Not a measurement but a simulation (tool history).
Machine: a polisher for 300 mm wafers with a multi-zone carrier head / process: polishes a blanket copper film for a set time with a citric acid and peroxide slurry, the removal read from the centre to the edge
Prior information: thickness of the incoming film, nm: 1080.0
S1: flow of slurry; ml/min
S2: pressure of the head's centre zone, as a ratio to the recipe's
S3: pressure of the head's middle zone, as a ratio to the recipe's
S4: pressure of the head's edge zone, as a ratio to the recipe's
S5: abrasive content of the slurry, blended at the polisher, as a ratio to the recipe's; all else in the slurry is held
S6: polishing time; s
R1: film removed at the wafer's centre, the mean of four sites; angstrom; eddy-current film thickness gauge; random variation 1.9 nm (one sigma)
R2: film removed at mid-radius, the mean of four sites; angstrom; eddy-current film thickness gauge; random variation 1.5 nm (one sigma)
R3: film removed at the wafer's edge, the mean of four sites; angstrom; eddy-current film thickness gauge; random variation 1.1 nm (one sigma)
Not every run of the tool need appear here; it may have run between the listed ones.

| run | hour | S1 | S2 | S3 | S4 | S5 | S6 | R1 | R2 | R3 |
|---|---|---|---|---|---|---|---|---|---|---|
| 1 | 0 | 275 | 1 | 1 | 1 | 1 | 36 | 875.54 | 877.89 | 852.66 |
| 2 | 1.1 | 275 | 1.02 | 1 | 1.02 | 1.1 | 37 | 935.47 | 939.08 | 906.92 |
| 3 | 4.9 | 275 | 1.02 | 1 | 1.09 | 1.1 | 37 | 948.92 | 916 | 930.51 |
| 4 | 12 | 280 | 1.04 | 1 | 1.1 | 1.15 | 38 | 998.63 | 968.63 | 968.38 |
| 5 | 15.8 | 280 | 1.04 | 1.08 | 1.1 | 1.15 | 38 | 967.05 | 1030.8 | 987.37 |
| 6 | 23.9 | 280 | 1.06 | 1.06 | 1.11 | 1.2 | 38 | 1042.7 | 1021 | 985.38 |

Expected results for the next run?
| 7 | 31.5 | 280 | 1.06 | 1.05 | 1.12 | 1.25 | 39 | ? | ? | ? |

For run 7 the tool returned R1 1032.2 angstrom, R2 1058.2 angstrom, R3 1038.3 angstrom.
